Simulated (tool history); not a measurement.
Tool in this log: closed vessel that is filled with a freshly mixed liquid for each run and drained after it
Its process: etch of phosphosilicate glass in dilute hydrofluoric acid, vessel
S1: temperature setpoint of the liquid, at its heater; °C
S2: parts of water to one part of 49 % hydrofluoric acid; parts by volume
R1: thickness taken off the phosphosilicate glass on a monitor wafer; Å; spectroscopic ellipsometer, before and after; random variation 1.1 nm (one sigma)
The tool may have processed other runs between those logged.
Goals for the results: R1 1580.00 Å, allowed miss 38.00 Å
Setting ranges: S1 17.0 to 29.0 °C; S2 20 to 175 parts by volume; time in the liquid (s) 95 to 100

{"run": 1, "hour": 0.0, "S1": 21.0, "S2": 95, "time in the liquid (s)": 95, "R1": 972.86}
{"run": 2, "hour": 7.4, "S1": 18.5, "S2": 95, "time in the liquid (s)": 95, "R1": 872.33}
{"run": 3, "hour": 11.5, "S1": 18.5, "S2": 95, "time in the liquid (s)": 95, "R1": 870.7}
{"run": 4, "hour": 14.1, "S1": 18.5, "S2": 95, "time in the liquid (s)": 95, "R1": 865.35}
{"run": 5, "hour": 19.3, "S1": 18.5, "S2": 110, "time in the liquid (s)": 95, "R1": 744.94}
{"run": 6, "hour": 21.0, "S1": 18.5, "S2": 125, "time in the liquid (s)": 95, "R1": 641.27}
{"run": 7, "hour": 29.8, "S1": 20.5, "S2": 115, "time in the liquid (s)": 95, "R1": 755.32}
{"run": 8, "hour": 33.9, "S1": 22.0, "S2": 105, "time in the liquid (s)": 95, "R1": 905.53}
{"run": 9, "hour": 41.0, "S1": 23.5, "S2": 100, "time in the liquid (s)": 95, "R1": 1013.2}
{"run": 10, "hour": 46.7, "S1": 24.5, "S2": 95, "time in the liquid (s)": 95, "R1": 1118.3}
{"run": 11, "hour": 52.6, "S1": 25.5, "S2": 90, "time in the liquid (s)": 95, "R1": 1228.9}
{"run": 12, "hour": 54.8, "S1": 26.0, "S2": 90, "time in the liquid (s)": 95, "R1": 1259.4}
{"run": 13, "hour": 61.4, "S1": 26.5, "S2": 90, "time in the liquid (s)": 95, "R1": 1275.3}
{"run": 14, "hour": 68.2, "S1": 27.0, "S2": 90, "time in the liquid (s)": 95, "R1": 1309.8}
{"run": 15, "hour": 69.5, "S1": 27.5, "S2": 90, "time in the liquid (s)": 95, "R1": 1328.1}
{"run": 16, "hour": 76.9, "S1": 28.0, "S2": 90, "time in the liquid (s)": 95, "R1": 1368.4}
{"run": 17, "hour": 82.0, "S1": 28.5, "S2": 85, "time in the liquid (s)": 95, "R1": 1467.1}

Which single option among these 5 for the next run brings every result within its allowed miss of target? Just one does.
{"run": "A", "hour": 87.1, "S1": 26.5, "S2": 70, "time in the liquid (s)": 95, "R1": "?"}
{"run": "B", "hour": 87.1, "S1": 27.0, "S2": 80, "time in the liquid (s)": 95, "R1": "?"}
{"run": "C", "hour": 87.1, "S1": 28.5, "S2": 80, "time in the liquid (s)": 100, "R1": "?"}
{"run": "D", "hour": 87.1, "S1": 23.5, "S2": 70, "time in the liquid (s)": 100, "R1": "?"}
{"run": "E", "hour": 87.1, "S1": 29.0, "S2": 95, "time in the liquid (s)": 100, "R1": "?"}

move=A R1=1708.80
move=B R1=1504.30
move=C R1=1678.70
move=D R1=1594.50
move=E R1=1411.00
A: the result that was furthest off in the last run now lies on the other side of its target
B: nearer the targets than the last run, but a result is still out of spec
C: the result that was furthest off in the last run now lies on the other side of its target
D: all results in spec
E: further off than the last run
Move D is the one to make.
